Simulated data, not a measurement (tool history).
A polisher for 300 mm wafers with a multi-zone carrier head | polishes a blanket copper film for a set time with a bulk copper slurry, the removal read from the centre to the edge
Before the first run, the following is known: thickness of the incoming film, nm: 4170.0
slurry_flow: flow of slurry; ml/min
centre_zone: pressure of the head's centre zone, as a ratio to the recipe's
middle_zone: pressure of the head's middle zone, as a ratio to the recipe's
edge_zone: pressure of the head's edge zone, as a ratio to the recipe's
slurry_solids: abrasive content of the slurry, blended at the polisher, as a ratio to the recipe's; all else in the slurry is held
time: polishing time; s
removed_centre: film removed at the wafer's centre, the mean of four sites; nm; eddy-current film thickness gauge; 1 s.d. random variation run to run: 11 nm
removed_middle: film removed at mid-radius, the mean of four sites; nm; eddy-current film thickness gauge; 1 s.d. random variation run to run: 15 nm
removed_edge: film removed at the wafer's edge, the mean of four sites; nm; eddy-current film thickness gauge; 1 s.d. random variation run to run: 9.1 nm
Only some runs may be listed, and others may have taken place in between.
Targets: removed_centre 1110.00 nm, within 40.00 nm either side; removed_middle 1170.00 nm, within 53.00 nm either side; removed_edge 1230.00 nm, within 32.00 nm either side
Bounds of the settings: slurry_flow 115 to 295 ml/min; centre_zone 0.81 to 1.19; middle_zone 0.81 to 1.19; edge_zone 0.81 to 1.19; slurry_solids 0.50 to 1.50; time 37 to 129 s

Run 1, hour 0.0: slurry_flow 190 ml/min, centre_zone 1.00, middle_zone 1.00, edge_zone 1.00, slurry_solids 1.00, time 83 s. Result: removed_centre 793.84 nm, removed_middle 792.49 nm, removed_edge 802.80 nm.
Run 2, hour 6.9: slurry_flow 190 ml/min, centre_zone 1.00, middle_zone 1.00, edge_zone 1.00, slurry_solids 1.20, time 83 s. Result: removed_centre 819.44 nm, removed_middle 824.59 nm, removed_edge 831.98 nm.
Run 3, hour 10.8: slurry_flow 195 ml/min, centre_zone 1.00, middle_zone 1.01, edge_zone 1.03, slurry_solids 1.25, time 87 s. Result: removed_centre 865.70 nm, removed_middle 881.52 nm, removed_edge 907.85 nm.
Run 4, hour 13.5: slurry_flow 205 ml/min, centre_zone 1.01, middle_zone 1.03, edge_zone 1.06, slurry_solids 1.30, time 89 s. Result: removed_centre 899.01 nm, removed_middle 933.33 nm, removed_edge 948.63 nm.
Run 5, hour 21.3: slurry_flow 205 ml/min, centre_zone 1.01, middle_zone 1.03, edge_zone 1.06, slurry_solids 1.50, time 89 s. Result: removed_centre 925.01 nm, removed_middle 941.78 nm, removed_edge 963.57 nm.
Run 6, hour 25.2: slurry_flow 205 ml/min, centre_zone 1.01, middle_zone 1.03, edge_zone 1.12, slurry_solids 1.50, time 89 s. Result: removed_centre 927.26 nm, removed_middle 958.43 nm, removed_edge 1006.50 nm.
Run 7, hour 34.0: slurry_flow 210 ml/min, centre_zone 1.01, middle_zone 1.04, edge_zone 1.13, slurry_solids 1.50, time 91 s. Result: removed_centre 944.67 nm, removed_middle 985.50 nm, removed_edge 1027.00 nm.
Run 8, hour 42.1: slurry_flow 215 ml/min, centre_zone 1.01, middle_zone 1.04, edge_zone 1.14, slurry_solids 1.50, time 93 s. Result: removed_centre 988.09 nm, removed_middle 995.24 nm, removed_edge 1063.80 nm.
Run 9, hour 50.5: slurry_flow 215 ml/min, centre_zone 1.01, middle_zone 1.05, edge_zone 1.15, slurry_solids 1.50, time 95 s. Result: removed_centre 1008.40 nm, removed_middle 1053.50 nm, removed_edge 1087.90 nm.
Run 10, hour 52.1: slurry_flow 220 ml/min, centre_zone 1.01, middle_zone 1.05, edge_zone 1.16, slurry_solids 1.50, time 97 s. Result: removed_centre 1026.70 nm, removed_middle 1057.30 nm, removed_edge 1122.50 nm.

Of the 4 settings listed for the next run, only one would bring every result within its allowed miss of target. Which one?
Run A, hour 53.7: slurry_flow 180 ml/min, centre_zone 0.98, middle_zone 1.03, edge_zone 1.18, slurry_solids 1.50, time 96 s. Result: removed_centre ?, removed_middle ?, removed_edge ?.
Run B, hour 53.7: slurry_flow 230 ml/min, centre_zone 1.06, middle_zone 1.05, edge_zone 1.19, slurry_solids 1.50, time 84 s. Result: removed_centre ?, removed_middle ?, removed_edge ?.
Run C, hour 53.7: slurry_flow 220 ml/min, centre_zone 1.09, middle_zone 1.19, edge_zone 0.94, slurry_solids 1.50, time 101 s. Result: removed_centre ?, removed_middle ?, removed_edge ?.
Run D, hour 53.7: slurry_flow 235 ml/min, centre_zone 1.01, middle_zone 1.07, edge_zone 1.19, slurry_solids 1.45, time 105 s. Result: removed_centre ?, removed_middle ?, removed_edge ?.

move  removed_centre  removed_middle  removed_edge
   A          961.39         1011.10       1098.80
   B          939.29          924.39        985.68
   C         1156.60         1231.90       1048.50
   D         1113.40         1168.90       1225.20
A: further off than the last run
B: further off than the last run
C: further off than the last run
D: in spec on every target
The move that meets every target is D.
